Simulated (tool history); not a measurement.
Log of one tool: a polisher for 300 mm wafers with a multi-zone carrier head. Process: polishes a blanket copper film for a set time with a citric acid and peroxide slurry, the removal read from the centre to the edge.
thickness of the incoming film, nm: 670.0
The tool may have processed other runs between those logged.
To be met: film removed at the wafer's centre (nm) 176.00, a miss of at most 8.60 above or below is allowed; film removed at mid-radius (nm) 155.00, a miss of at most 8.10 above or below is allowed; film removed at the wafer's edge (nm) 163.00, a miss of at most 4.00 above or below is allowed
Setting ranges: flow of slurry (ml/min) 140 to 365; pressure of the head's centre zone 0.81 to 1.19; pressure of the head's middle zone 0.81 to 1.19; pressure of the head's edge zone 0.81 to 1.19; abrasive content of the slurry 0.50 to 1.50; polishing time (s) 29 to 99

run	hour	flow of slurry (ml/min)	pressure of the head's centre zone	pressure of the head's middle zone	pressure of the head's edge zone	abrasive content of the slurry	polishing time (s)	film removed at the wafer's centre (nm)	film removed at mid-radius (nm)	film removed at the wafer's edge (nm)
1	0.0	235	1.00	1.00	1.00	1.00	64	135.61	135.01	141.07
2	4.8	210	1.00	1.00	1.00	1.00	64	134.05	134.00	139.41
3	10.9	210	1.00	1.00	0.94	1.00	64	135.15	133.05	137.77
4	14.1	210	1.00	1.00	0.99	1.00	64	138.31	134.39	139.63
5	17.0	210	1.00	1.00	0.99	0.85	64	131.90	131.66	131.94
6	23.9	210	1.00	1.00	0.99	0.85	79	160.12	161.90	164.57
7	30.5	210	1.01	0.99	0.99	0.85	79	164.92	164.15	166.13
8	37.1	210	1.02	0.98	0.99	0.85	79	163.82	155.50	165.43
9	44.7	210	1.03	0.98	0.99	0.85	79	165.94	154.85	164.51
10	52.8	210	1.04	0.98	0.99	0.85	79	165.81	157.50	165.15

Exercise: of the 4 proposed moves below, exactly one satisfies all targets within the stated allowed misses. Which move is it?
A	60.9	215	1.15	1.01	0.91	0.80	77	?	?	?
B	60.9	155	1.14	0.93	1.03	0.60	81	?	?	?
C	60.9	250	1.19	1.04	0.95	0.75	75	?	?	?
D	60.9	160	1.11	0.96	0.90	0.90	82	?	?	?

move	film removed at the wafer's centre (nm)	film removed at mid-radius (nm)	film removed at the wafer's edge (nm)
A	177.07	156.70	153.14
B	163.56	136.94	154.44
C	178.57	157.22	152.07
D	179.24	157.27	161.67
A: corrects the largest miss of the last run, while another result sits out of spec
B: lands further from the targets than the last run did
C: corrects the largest miss of the last run, while another result sits out of spec
D: all results land within tolerance of their targets
So the answer is move D, the one that meets all the targets.
